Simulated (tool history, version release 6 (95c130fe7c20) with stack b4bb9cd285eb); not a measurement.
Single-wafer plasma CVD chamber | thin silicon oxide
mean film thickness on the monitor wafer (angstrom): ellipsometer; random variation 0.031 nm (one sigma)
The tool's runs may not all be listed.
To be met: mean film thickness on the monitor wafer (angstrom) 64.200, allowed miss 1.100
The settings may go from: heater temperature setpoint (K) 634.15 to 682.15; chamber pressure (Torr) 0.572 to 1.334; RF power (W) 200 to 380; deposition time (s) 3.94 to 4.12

run	hour	heater temperature setpoint (K)	chamber pressure (Torr)	RF power (W)	deposition time (s)	mean film thickness on the monitor wafer (angstrom)
1	0.0	658.15	0.953	290	4.12	79.806
2	3.2	658.15	1.062	290	4.12	85.683
3	6.5	658.15	0.951	290	4.12	80.178
4	12.1	658.15	0.861	290	4.12	73.621
5	14.2	653.15	0.861	290	4.12	74.352
6	20.8	653.15	0.810	290	4.12	70.222
7	25.1	653.15	0.782	290	4.12	68.162
8	26.9	653.15	0.764	290	4.12	67.325
9	31.4	653.15	0.750	290	4.12	65.398

Which of these 4 next moves meets every target?
A	35.9	653.15	0.755	295	4.12	?
B	35.9	655.15	0.759	305	4.12	?
C	35.9	655.15	0.710	310	3.97	?
D	35.9	659.15	0.741	290	4.07	?

move	mean film thickness on the monitor wafer (angstrom)
A	66.780
B	68.146
C	62.143
D	64.073
A: further off than the last run
B: further off than the last run
C: takes the result that was furthest off past its target
D: meets every target
The right move is D.
